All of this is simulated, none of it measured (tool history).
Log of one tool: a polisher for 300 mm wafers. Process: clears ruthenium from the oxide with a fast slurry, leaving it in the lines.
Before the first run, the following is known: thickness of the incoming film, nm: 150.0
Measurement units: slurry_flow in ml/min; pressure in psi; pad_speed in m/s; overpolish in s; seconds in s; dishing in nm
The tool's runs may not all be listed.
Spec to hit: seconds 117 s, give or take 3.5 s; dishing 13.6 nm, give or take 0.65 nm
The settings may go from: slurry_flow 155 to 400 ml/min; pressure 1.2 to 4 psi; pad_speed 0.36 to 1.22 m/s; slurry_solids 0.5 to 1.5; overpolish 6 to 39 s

Run 1, day 0: slurry_flow 255 ml/min, pressure 2.6 psi, pad_speed 0.78 m/s, slurry_solids 1, overpolish 20 s. Result: seconds 60.978 s, dishing 41.701 nm.
Run 2, day 0.221: slurry_flow 260 ml/min, pressure 2.4 psi, pad_speed 0.76 m/s, slurry_solids 1, overpolish 18 s. Result: seconds 67.098 s, dishing 33.654 nm.
Run 3, day 0.288: slurry_flow 260 ml/min, pressure 2.2 psi, pad_speed 0.74 m/s, slurry_solids 1, overpolish 17 s. Result: seconds 73.292 s, dishing 29.425 nm.
Run 4, day 0.621: slurry_flow 260 ml/min, pressure 2.1 psi, pad_speed 0.72 m/s, slurry_solids 1, overpolish 16 s. Result: seconds 79.561 s, dishing 25.408 nm.
Run 5, day 0.879: slurry_flow 260 ml/min, pressure 2.1 psi, pad_speed 0.88 m/s, slurry_solids 1, overpolish 16 s. Result: seconds 66.621 s, dishing 30.515 nm.
Run 6, day 1.125: slurry_flow 260 ml/min, pressure 2 psi, pad_speed 0.84 m/s, slurry_solids 1, overpolish 15 s. Result: seconds 72.17 s, dishing 26.339 nm.
Run 7, day 1.325: slurry_flow 260 ml/min, pressure 1.9 psi, pad_speed 0.82 m/s, slurry_solids 1, overpolish 15 s. Result: seconds 77.649 s, dishing 23.976 nm.
Run 8, day 1.658: slurry_flow 260 ml/min, pressure 1.8 psi, pad_speed 0.8 m/s, slurry_solids 1, overpolish 15 s. Result: seconds 85.204 s, dishing 22.642 nm.
Run 9, day 1.896: slurry_flow 265 ml/min, pressure 1.2 psi, pad_speed 0.74 m/s, slurry_solids 1, overpolish 8 s. Result: seconds 132.83 s, dishing 8.024 nm.
Run 10, day 1.979: slurry_flow 265 ml/min, pressure 1.2 psi, pad_speed 0.74 m/s, slurry_solids 1, overpolish 9 s. Result: seconds 133.19 s, dishing 8.9556 nm.
Run 11, day 2.146: slurry_flow 265 ml/min, pressure 1.2 psi, pad_speed 0.74 m/s, slurry_solids 1, overpolish 10 s. Result: seconds 134.1 s, dishing 10.105 nm.
Run 12, day 2.362: slurry_flow 265 ml/min, pressure 1.3 psi, pad_speed 0.74 m/s, slurry_solids 1, overpolish 11 s. Result: seconds 125.02 s, dishing 11.964 nm.

Exactly one of the 5 candidate moves below puts every result within its allowed miss. Which one?
Run A, day 2.579: slurry_flow 185 ml/min, pressure 2 psi, pad_speed 0.64 m/s, slurry_solids 0.55, overpolish 12 s. Result: seconds ?, dishing ?.
Run B, day 2.579: slurry_flow 335 ml/min, pressure 1.6 psi, pad_speed 0.68 m/s, slurry_solids 0.75, overpolish 11 s. Result: seconds ?, dishing ?.
Run C, day 2.579: slurry_flow 310 ml/min, pressure 1.3 psi, pad_speed 0.78 m/s, slurry_solids 0.7, overpolish 13 s. Result: seconds ?, dishing ?.
Run D, day 2.579: slurry_flow 275 ml/min, pressure 1.2 psi, pad_speed 0.82 m/s, slurry_solids 0.95, overpolish 11 s. Result: seconds ?, dishing ?.
Run E, day 2.579: slurry_flow 225 ml/min, pressure 1.5 psi, pad_speed 0.64 m/s, slurry_solids 1, overpolish 13 s. Result: seconds ?, dishing ?.

move  seconds  dishing
   A   117.99   13.536
   B   118.47    12.39
   C   129.48   13.368
   D   123.93   11.857
   E   128.86   13.431
A: meets every target
B: nearer than the last run, and not there yet
C: puts the biggest miss on target and leaves a different result outside tolerance
D: further off than the last run
E: puts the biggest miss on target and leaves a different result outside tolerance
So the answer is move A, the one that meets all the targets.

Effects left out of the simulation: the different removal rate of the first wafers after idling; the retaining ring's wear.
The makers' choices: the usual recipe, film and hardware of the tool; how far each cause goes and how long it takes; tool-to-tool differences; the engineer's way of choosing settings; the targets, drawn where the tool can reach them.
